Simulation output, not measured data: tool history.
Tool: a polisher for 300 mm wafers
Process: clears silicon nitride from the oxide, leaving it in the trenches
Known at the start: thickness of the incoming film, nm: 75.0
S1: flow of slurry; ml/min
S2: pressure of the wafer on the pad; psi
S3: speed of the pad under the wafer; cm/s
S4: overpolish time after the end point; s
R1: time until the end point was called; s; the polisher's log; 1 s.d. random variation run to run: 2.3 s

run  hour   S1   S2  S3  S4      R1
  1   0.0  280  3.4  94   7  75.844
  2   4.5  280  3.1  92   7  90.934
  3  10.4  280  3.1  92   7  92.170
  4  13.0  280  3.1  92   6  87.344
  5  20.5  280  2.9  92   6  94.836
  6  22.7  280  3.5  92   6  79.829

Predict the results of run 7:
  7  23.9  280  3.5  92   6   ?

Logged for run 7: R1 80.720 s.

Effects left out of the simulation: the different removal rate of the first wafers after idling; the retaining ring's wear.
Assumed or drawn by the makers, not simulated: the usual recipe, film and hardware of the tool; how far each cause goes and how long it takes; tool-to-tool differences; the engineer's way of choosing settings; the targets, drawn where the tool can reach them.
